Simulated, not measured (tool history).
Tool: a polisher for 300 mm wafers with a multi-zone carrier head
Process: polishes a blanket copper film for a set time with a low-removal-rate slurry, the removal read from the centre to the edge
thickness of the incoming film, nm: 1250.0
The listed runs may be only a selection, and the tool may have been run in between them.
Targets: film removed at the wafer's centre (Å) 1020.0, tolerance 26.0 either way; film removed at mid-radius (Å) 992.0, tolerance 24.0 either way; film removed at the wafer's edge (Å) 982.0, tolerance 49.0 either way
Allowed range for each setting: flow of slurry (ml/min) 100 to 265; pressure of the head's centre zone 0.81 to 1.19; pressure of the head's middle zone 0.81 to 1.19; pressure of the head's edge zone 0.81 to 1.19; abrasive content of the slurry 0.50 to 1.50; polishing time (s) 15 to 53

run  hour  flow of slurry (ml/min)  pressure of the head's centre zone  pressure of the head's middle zone  pressure of the head's edge zone  abrasive content of the slurry  polishing time (s)  film removed at the wafer's centre (Å)  film removed at mid-radius (Å)  film removed at the wafer's edge (Å)
  1   0.0                      170                                1.00                                1.00                              1.00                            1.00                  34                                  1113.2                          1086.3                                1109.6
  2   8.3                      140                                1.00                                1.00                              1.00                            1.00                  34                                  1060.5                          1052.6                                1036.9
  3  11.2                      135                                1.00                                1.00                              1.00                            1.00                  34                                  1056.0                          1042.8                                1073.3
  4  13.4                      130                                1.00                                1.00                              0.99                            1.00                  34                                  1037.3                          1037.3                                1057.2
  5  18.9                      130                                1.01                                1.00                              0.98                            1.00                  34                                  1059.9                          1031.0                                1062.0
  6  20.4                      130                                1.01                                1.07                              0.98                            1.00                  34                                  1054.6                          1105.4                                1065.6
  7  22.9                      130                                1.01                                1.06                              0.97                            1.00                  34                                  1051.7                          1094.0                                1048.3
  8  29.8                      125                                1.01                                1.05                              0.96                            1.00                  34                                  1048.5                          1055.0                                1029.2
  9  34.0                      120                                1.01                                1.05                              0.96                            1.00                  34                                  1031.4                          1061.0                                1040.3
 10  36.2                      120                                1.01                                1.05                              0.95                            1.00                  34                                  1034.0                          1065.3                                1043.1
 11  42.8                      120                                1.01                                1.05                              0.94                            0.95                  34                                  1017.8                          1050.8                                1036.9

Exactly one of the 5 candidate moves below puts every result within its allowed miss. Which one?
  A  49.4                      125                                1.03                                1.00                              0.91                            1.05                  32                                       ?                               ?                                     ?
  B  49.4                      100                                1.00                                0.87                              0.88                            0.60                  42                                       ?                               ?                                     ?
  C  49.4                      120                                0.96                                1.03                              0.99                            0.60                  41                                       ?                               ?                                     ?
  D  49.4                      135                                0.97                                1.12                              0.97                            0.90                  35                                       ?                               ?                                     ?
  E  49.4                      100                                0.93                                1.00                              0.88                            0.80                  40                                       ?                               ?                                     ?

move  film removed at the wafer's centre (Å)  film removed at mid-radius (Å)  film removed at the wafer's edge (Å)
   A                                  1020.9                           989.6                                1010.8
   B                                  1050.5                           942.6                                1091.1
   C                                  1040.7                          1111.9                                1141.0
   D                                  1030.8                          1165.8                                1096.3
   E                                  1004.9                          1089.1                                1120.0
A: each result inside its tolerance
B: takes the biggest miss from the last run beyond its target
C: further off than the last run
D: further off than the last run
E: further off than the last run
Answer: A

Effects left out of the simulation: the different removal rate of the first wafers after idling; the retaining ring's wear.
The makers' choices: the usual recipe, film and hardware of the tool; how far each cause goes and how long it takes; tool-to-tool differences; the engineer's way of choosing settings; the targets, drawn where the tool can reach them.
